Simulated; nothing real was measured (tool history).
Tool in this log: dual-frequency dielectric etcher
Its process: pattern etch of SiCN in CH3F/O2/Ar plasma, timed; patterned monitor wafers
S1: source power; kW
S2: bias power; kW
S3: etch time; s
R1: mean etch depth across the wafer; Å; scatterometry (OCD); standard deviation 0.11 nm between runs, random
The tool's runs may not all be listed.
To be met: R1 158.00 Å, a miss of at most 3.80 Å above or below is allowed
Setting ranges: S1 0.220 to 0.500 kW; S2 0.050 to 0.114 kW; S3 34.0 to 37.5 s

run	hour	S1	S2	S3	R1
1	0.0	0.360	0.082	37.5	141.80
2	0.8	0.360	0.082	37.5	141.44
3	4.4	0.390	0.084	37.5	148.24
4	10.6	0.400	0.085	37.5	149.96
5	15.0	0.400	0.085	37.5	149.00
6	17.4	0.380	0.085	37.5	147.41
7	25.0	0.400	0.086	37.5	148.93
8	32.7	0.420	0.088	37.5	151.89

Pick the move, out of 5, that brings all results within their allowed miss; only one does.
A	40.4	0.490	0.089	37.0	?
B	40.4	0.430	0.087	35.0	?
C	40.4	0.420	0.085	37.5	?
D	40.4	0.410	0.091	36.5	?
E	40.4	0.430	0.091	35.5	?

move	R1
A	157.86
B	141.74
C	149.40
D	147.94
E	146.18
A: each result inside its tolerance
B: further off than the last run
C: further off than the last run
D: further off than the last run
E: further off than the last run
Move A is the one to make.
